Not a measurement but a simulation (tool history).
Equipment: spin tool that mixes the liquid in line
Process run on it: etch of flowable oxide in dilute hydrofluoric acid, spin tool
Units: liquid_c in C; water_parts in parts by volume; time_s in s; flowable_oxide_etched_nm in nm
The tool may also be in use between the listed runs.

run	day	liquid_c	water_parts	time_s	flowable_oxide_etched_nm
1	0	21	115	235	79.541
2	0.271	21.5	115	235	80.132
3	0.525	21.5	115	235	81.127
4	0.558	19.5	115	235	75.348
# day 0.8: thermometer replaced
5	0.8	19.5	115	250	75.087
6	0.883	17	115	250	67.444

Run 7, settings as shown, results not yet in. Your forecast:
7	1.112	21	115	250	?

{"run 7": {"flowable_oxide_etched_nm": 79.391}}
